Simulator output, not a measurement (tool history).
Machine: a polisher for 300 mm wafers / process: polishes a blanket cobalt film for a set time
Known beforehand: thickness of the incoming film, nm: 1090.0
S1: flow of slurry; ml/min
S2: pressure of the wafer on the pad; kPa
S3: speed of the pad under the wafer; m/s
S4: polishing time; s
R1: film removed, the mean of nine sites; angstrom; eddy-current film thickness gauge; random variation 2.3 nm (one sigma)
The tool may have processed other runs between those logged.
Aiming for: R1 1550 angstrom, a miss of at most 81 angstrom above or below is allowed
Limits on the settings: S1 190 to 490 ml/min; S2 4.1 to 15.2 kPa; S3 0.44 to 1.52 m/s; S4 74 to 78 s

run  hour   S1    S2    S3  S4      R1
  1     0  315   9.7  0.98  74  2457.8
  2   3.9  315     9  0.96  74  2247.1
  3   5.4  345     9  0.96  74  2319.4
  4   8.4  345  10.3  0.96  74  2600.9
  5  15.5  345   9.7  0.96  74  2438.1
  6  18.5  345   9.7  0.74  74  1978.2
  7  22.6  345     9  0.74  74  1904.3
  8  30.4  345   8.3  0.74  74  1725.8

Consider the 4 candidate settings below. Which is the only one whose results all fall within their allowed miss of target?
  A  38.2  285  8.3   0.7  78   ?
  B  38.2  440  9.7  0.52  74   ?
  C  38.2  390  6.9  0.68  74   ?
  D  38.2  360  7.6   0.6  74   ?

move      R1
   A  1727.5
   B  1588.2
   C  1383.6
   D  1373.4
A: as far off as the last run
B: hits every target within its allowed miss
C: the result that was furthest off in the last run now lies on the other side of its target
D: the result that was furthest off in the last run now lies on the other side of its target
The right move is B.
